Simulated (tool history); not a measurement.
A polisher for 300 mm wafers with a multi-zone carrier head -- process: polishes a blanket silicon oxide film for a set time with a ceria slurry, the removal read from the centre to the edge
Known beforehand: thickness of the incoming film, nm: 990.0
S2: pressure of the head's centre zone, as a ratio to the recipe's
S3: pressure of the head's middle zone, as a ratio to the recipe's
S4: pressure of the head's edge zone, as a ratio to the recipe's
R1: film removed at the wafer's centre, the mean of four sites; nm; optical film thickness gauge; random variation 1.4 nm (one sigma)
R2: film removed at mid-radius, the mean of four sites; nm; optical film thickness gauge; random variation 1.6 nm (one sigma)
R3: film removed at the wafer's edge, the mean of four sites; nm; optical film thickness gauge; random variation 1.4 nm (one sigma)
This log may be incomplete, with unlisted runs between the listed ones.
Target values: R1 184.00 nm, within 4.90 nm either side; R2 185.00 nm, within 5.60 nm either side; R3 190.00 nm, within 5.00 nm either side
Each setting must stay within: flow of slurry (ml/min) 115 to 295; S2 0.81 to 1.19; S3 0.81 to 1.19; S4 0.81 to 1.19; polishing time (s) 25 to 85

{"run": 1, "hour": 0.0, "flow of slurry (ml/min)": 190, "S2": 1.0, "S3": 1.0, "S4": 1.0, "polishing time (s)": 55, "R1": 262.94, "R2": 234.88, "R3": 249.35}
{"run": 2, "hour": 1.5, "flow of slurry (ml/min)": 185, "S2": 0.98, "S3": 1.0, "S4": 0.98, "polishing time (s)": 54, "R1": 248.79, "R2": 230.27, "R3": 235.73}
{"run": 3, "hour": 6.4, "flow of slurry (ml/min)": 180, "S2": 0.96, "S3": 0.98, "S4": 0.97, "polishing time (s)": 54, "R1": 243.47, "R2": 225.99, "R3": 237.41}
{"run": 4, "hour": 9.8, "flow of slurry (ml/min)": 180, "S2": 0.96, "S3": 0.89, "S4": 0.97, "polishing time (s)": 54, "R1": 245.61, "R2": 212.42, "R3": 236.44}
{"run": 5, "hour": 11.1, "flow of slurry (ml/min)": 180, "S2": 1.05, "S3": 0.89, "S4": 0.97, "polishing time (s)": 54, "R1": 265.69, "R2": 207.59, "R3": 236.8}
{"run": 6, "hour": 12.0, "flow of slurry (ml/min)": 155, "S2": 1.05, "S3": 0.89, "S4": 0.97, "polishing time (s)": 54, "R1": 255.67, "R2": 202.35, "R3": 233.02}
{"run": 7, "hour": 14.2, "flow of slurry (ml/min)": 150, "S2": 1.03, "S3": 0.89, "S4": 0.96, "polishing time (s)": 53, "R1": 245.54, "R2": 200.47, "R3": 226.41}
{"hour": 16.5, "done": "centre zone pressure recalibrated"}
{"run": 8, "hour": 16.5, "flow of slurry (ml/min)": 145, "S2": 1.01, "S3": 0.89, "S4": 0.95, "polishing time (s)": 52, "R1": 217.48, "R2": 196.88, "R3": 220.41}
{"run": 9, "hour": 19.6, "flow of slurry (ml/min)": 145, "S2": 1.01, "S3": 0.89, "S4": 0.94, "polishing time (s)": 51, "R1": 211.23, "R2": 193.8, "R3": 216.23}
{"run": 10, "hour": 27.7, "flow of slurry (ml/min)": 150, "S2": 1.01, "S3": 0.89, "S4": 0.93, "polishing time (s)": 50, "R1": 208.44, "R2": 188.32, "R3": 210.37}
{"run": 11, "hour": 31.5, "flow of slurry (ml/min)": 150, "S2": 1.01, "S3": 0.9, "S4": 0.92, "polishing time (s)": 50, "R1": 210.83, "R2": 188.29, "R3": 209.37}
{"run": 12, "hour": 40.4, "flow of slurry (ml/min)": 150, "S2": 1.01, "S3": 0.91, "S4": 0.91, "polishing time (s)": 50, "R1": 212.39, "R2": 189.9, "R3": 207.82}
{"run": 13, "hour": 47.8, "flow of slurry (ml/min)": 150, "S2": 1.01, "S3": 0.91, "S4": 0.9, "polishing time (s)": 50, "R1": 210.81, "R2": 191.6, "R3": 210.22}
{"run": 14, "hour": 55.8, "flow of slurry (ml/min)": 150, "S2": 1.01, "S3": 0.91, "S4": 0.9, "polishing time (s)": 50, "R1": 210.85, "R2": 193.45, "R3": 205.5}
{"run": 15, "hour": 61.0, "flow of slurry (ml/min)": 145, "S2": 1.01, "S3": 0.91, "S4": 0.89, "polishing time (s)": 50, "R1": 209.1, "R2": 194.82, "R3": 205.17}
{"run": 16, "hour": 62.2, "flow of slurry (ml/min)": 135, "S2": 0.93, "S3": 0.9, "S4": 0.82, "polishing time (s)": 47, "R1": 174.78, "R2": 174.6, "R3": 182.07}
{"run": 17, "hour": 68.3, "flow of slurry (ml/min)": 180, "S2": 0.94, "S3": 0.92, "S4": 0.85, "polishing time (s)": 47, "R1": 192.89, "R2": 190.97, "R3": 194.46}

Exercise: of the 5 proposed moves below, exactly one satisfies all targets within the stated allowed misses. Which move is it?
{"run": "A", "hour": 74.4, "flow of slurry (ml/min)": 150, "S2": 0.93, "S3": 0.93, "S4": 0.86, "polishing time (s)": 47, "R1": "?", "R2": "?", "R3": "?"}
{"run": "B", "hour": 74.4, "flow of slurry (ml/min)": 175, "S2": 0.89, "S3": 0.9, "S4": 0.95, "polishing time (s)": 46, "R1": "?", "R2": "?", "R3": "?"}
{"run": "C", "hour": 74.4, "flow of slurry (ml/min)": 210, "S2": 0.96, "S3": 0.95, "S4": 0.81, "polishing time (s)": 43, "R1": "?", "R2": "?", "R3": "?"}
{"run": "D", "hour": 74.4, "flow of slurry (ml/min)": 215, "S2": 0.96, "S3": 0.85, "S4": 0.84, "polishing time (s)": 47, "R1": "?", "R2": "?", "R3": "?"}
{"run": "E", "hour": 74.4, "flow of slurry (ml/min)": 165, "S2": 0.98, "S3": 0.99, "S4": 0.84, "polishing time (s)": 44, "R1": "?", "R2": "?", "R3": "?"}

move=A R1=181.28 R2=183.25 R3=188.62
move=B R1=175.61 R2=179.92 R3=197.65
move=C R1=183.25 R2=181.21 R3=175.59
move=D R1=200.92 R2=181.22 R3=195.78
move=E R1=182.95 R2=184.28 R3=177.07
A: all results in spec
B: moves the result that the last run missed by most past its target, out the other side
C: brings the last run's worst result on target, with another outside its allowed miss
D: its largest miss is bigger than the last run's
E: brings the last run's worst result on target, with another outside its allowed miss
The move that meets every target is A.

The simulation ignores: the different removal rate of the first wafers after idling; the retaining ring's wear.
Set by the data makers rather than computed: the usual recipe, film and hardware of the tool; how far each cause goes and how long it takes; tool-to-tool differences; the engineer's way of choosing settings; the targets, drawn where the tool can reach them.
